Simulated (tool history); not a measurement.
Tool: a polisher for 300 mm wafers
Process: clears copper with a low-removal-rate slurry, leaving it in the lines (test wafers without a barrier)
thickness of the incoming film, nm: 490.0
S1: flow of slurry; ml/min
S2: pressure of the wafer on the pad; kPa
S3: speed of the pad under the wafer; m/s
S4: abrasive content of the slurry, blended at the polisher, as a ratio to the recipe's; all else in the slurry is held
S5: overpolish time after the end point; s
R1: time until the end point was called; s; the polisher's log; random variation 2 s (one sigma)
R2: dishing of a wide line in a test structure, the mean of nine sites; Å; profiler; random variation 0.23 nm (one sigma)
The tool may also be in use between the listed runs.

run	hour	S1	S2	S3	S4	S5	R1	R2
1	0.0	305	26.2	1.26	1.00	8	123.74	231.99
2	7.5	305	26.2	1.26	0.90	8	124.79	227.00
3	8.5	300	26.2	1.26	0.90	8	127.73	230.37
4	15.9	300	26.2	1.26	0.90	10	129.46	278.04
5	21.5	305	26.2	1.26	0.90	9	129.22	259.40
# hour 23.7: worn pad replaced by a new one
6	23.7	305	26.2	1.26	1.05	9	121.62	277.30
7	27.0	305	26.2	1.26	1.00	8	120.40	240.51

Run 8 comes next. What will it give?
8	33.3	305	25.5	1.26	0.95	7	?	?

Run 8 gave R1 123.18 s, R2 210.28 Å.

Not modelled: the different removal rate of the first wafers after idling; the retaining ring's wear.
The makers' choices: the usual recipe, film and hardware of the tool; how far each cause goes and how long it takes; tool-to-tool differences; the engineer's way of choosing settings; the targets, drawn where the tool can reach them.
